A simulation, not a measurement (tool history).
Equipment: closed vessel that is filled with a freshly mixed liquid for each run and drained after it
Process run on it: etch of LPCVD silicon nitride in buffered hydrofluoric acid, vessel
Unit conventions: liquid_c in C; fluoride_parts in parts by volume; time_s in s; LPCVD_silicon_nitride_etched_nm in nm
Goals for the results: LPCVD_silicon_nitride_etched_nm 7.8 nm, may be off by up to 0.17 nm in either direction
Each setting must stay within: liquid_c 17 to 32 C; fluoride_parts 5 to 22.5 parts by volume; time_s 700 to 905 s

run	day	liquid_c	fluoride_parts	time_s	LPCVD_silicon_nitride_etched_nm
1	0	24	13.5	905	10.459
2	0.038	23.5	13.5	905	10.278
3	0.121	23	13.5	905	9.9651
4	0.208	22.5	13.5	905	9.7007
5	0.35	22.5	10.5	905	12.557
6	0.629	25.5	10.5	905	14.505
# day 0.988: thermometer replaced
7	0.988	24.5	11	905	11.966
8	1.121	23.5	11.5	905	10.766
9	1.488	23	11.5	905	10.506
10	1.546	22.5	11.5	905	10.093
11	1.904	22	11.5	905	9.9203
12	2.192	21.5	11.5	905	9.6727
13	2.55	21	11.5	905	9.3663
14	2.65	20.5	11.5	905	9.1708
15	2.862	20	11.5	905	8.8485
16	2.9	19	11.5	905	8.3649
17	3.204	18.5	11.5	905	8.073
18	3.471	18.5	11.5	905	8.1339

Consider the 4 candidate settings below. Which is the only one whose results all fall within their allowed miss of target?
A	3.738	18	10	845	?
B	3.738	18	11	855	?
C	3.738	18	10.5	875	?
D	3.738	17	9.5	880	?

move	LPCVD_silicon_nitride_etched_nm
A	8.4964
B	7.8343
C	8.3897
D	8.6336
A: its largest miss is bigger than the last run's
B: every result within its allowed miss
C: its largest miss is bigger than the last run's
D: its largest miss is bigger than the last run's
B meets every target.
